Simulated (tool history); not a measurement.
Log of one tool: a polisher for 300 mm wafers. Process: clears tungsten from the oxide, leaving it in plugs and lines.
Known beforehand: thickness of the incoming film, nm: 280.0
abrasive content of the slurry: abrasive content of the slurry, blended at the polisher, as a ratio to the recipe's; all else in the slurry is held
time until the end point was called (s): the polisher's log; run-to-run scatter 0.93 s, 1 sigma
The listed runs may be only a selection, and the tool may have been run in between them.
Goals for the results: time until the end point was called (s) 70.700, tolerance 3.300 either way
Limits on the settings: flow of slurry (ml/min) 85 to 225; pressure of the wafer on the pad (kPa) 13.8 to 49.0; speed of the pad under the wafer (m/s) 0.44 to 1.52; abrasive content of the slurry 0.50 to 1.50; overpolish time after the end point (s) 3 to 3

run    day  flow of slurry (ml/min)  pressure of the wafer on the pad (kPa)  speed of the pad under the wafer (m/s)  abrasive content of the slurry  overpolish time after the end point (s)  time until the end point was called (s)
  1  0.000                      145                                    31.0                                    0.98                            1.00                                        3                                   46.889
  2  0.108                      145                                    28.3                                    0.98                            1.00                                        3                                   51.962
  3  0.204                      145                                    26.2                                    0.98                            1.00                                        3                                   55.705
  4  0.550                      145                                    26.2                                    0.88                            1.00                                        3                                   62.218
  5  0.796                      145                                    26.2                                    0.88                            1.00                                        3                                   62.219
     0.954  -- slurry nozzle cleaned
  6  0.954                      180                                    26.2                                    0.88                            1.00                                        3                                   55.390
  7  1.142                      170                                    25.5                                    0.88                            1.00                                        3                                   56.299
  8  1.296                      160                                    25.5                                    0.88                            1.00                                        3                                   59.231
  9  1.608                      150                                    25.5                                    0.88                            1.00                                        3                                   58.976
 10  1.704                      145                                    24.8                                    0.88                            1.00                                        3                                   61.939
 11  1.879                      140                                    24.1                                    0.88                            1.00                                        3                                   63.241
 12  2.233                      135                                    23.4                                    0.88                            1.00                                        3                                   66.683
 13  2.596                      130                                    23.4                                    0.88                            1.00                                        3                                   66.390
 14  2.625                      130                                    23.4                                    0.88                            1.00                                        3                                   65.312

5 next moves are on the table. One of them brings every result within its allowed miss. Which?
  A  2.654                      155                                    33.8                                    0.72                            0.90                                        3                                        ?
  B  2.654                       90                                    30.3                                    0.90                            0.95                                        3                                        ?
  C  2.654                      140                                    25.5                                    0.80                            0.75                                        3                                        ?
  D  2.654                      130                                    24.8                                    0.86                            1.05                                        3                                        ?
  E  2.654                      145                                    24.1                                    0.96                            0.95                                        3                                        ?

move  time until the end point was called (s)
   A                                   55.053
   B                                   55.701
   C                                   69.910
   D                                   62.179
   E                                   57.656
A: misses by more than the last run did
B: misses by more than the last run did
C: all results in spec
D: misses by more than the last run did
E: misses by more than the last run did
Move C is the one to make.
